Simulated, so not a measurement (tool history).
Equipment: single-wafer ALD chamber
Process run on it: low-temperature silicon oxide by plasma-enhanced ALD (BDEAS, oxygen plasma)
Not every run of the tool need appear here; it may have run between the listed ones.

run,day,heater temperature setpoint (K),number of ALD cycles (cycles),mean film thickness on the monitor wafer (Å)
1,0.000,393.15,56,84.588
2,0.108,392.15,58,87.614
3,0.333,391.15,59,89.543
4,0.412,389.15,60,91.884
5,0.754,389.15,56,85.620
6,1.117,387.15,57,87.274
7,1.488,386.15,58,89.616
8,1.696,384.15,58,90.211
9,1.900,382.15,58,89.717
10,2.121,381.15,59,91.807
11,2.279,380.15,59,91.484

Run 12 comes next. What will it give?
12,2.408,380.15,59,?

{"run 12": {"mean film thickness on the monitor wafer (Å)": 91.62}}
